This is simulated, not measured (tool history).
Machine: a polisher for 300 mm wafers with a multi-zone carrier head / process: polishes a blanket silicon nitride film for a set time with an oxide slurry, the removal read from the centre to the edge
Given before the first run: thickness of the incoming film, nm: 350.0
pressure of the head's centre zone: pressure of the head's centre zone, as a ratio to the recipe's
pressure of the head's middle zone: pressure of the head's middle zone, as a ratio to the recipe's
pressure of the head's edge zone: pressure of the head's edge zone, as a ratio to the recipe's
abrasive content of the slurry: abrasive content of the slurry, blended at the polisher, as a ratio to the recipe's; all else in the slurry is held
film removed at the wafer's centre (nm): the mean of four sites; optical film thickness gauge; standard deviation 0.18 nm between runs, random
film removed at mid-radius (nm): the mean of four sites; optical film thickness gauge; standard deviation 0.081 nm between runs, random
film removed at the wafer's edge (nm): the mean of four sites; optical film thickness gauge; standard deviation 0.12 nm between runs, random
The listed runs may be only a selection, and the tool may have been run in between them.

run,hour,flow of slurry (ml/min),pressure of the head's centre zone,pressure of the head's middle zone,pressure of the head's edge zone,abrasive content of the slurry,polishing time (s),film removed at the wafer's centre (nm),film removed at mid-radius (nm),film removed at the wafer's edge (nm)
1,0.0,295,1.00,1.00,1.00,1.00,38,23.974,23.167,23.684
2,5.7,295,1.01,0.99,0.96,0.85,33,19.083,18.712,19.140
3,6.5,295,1.01,0.99,0.96,0.65,33,17.176,16.713,16.984
4,15.2,295,1.01,1.04,0.96,0.65,33,17.273,17.596,16.820
5,16.4,295,1.04,1.03,0.93,0.60,30,15.376,15.501,14.817
6,23.1,295,1.04,1.03,0.96,0.60,30,15.361,15.329,15.217
7,29.7,290,1.07,1.01,0.92,0.55,28,14.179,13.583,13.317
8,37.7,275,1.07,0.99,0.89,0.55,28,13.939,13.350,12.837
9,39.3,260,1.07,0.97,0.87,0.55,28,14.180,13.114,12.848
10,46.1,275,1.08,0.97,0.84,0.50,24,11.730,10.971,10.394
11,51.3,275,1.10,0.98,0.86,0.50,24,12.007,11.020,10.412

Estimate the outcome of run 12 from the log above:
12,54.8,275,1.10,0.99,0.88,0.50,24,?,?,?

film removed at the wafer's centre (nm): 11.735
film removed at mid-radius (nm): 10.976
film removed at the wafer's edge (nm): 10.593
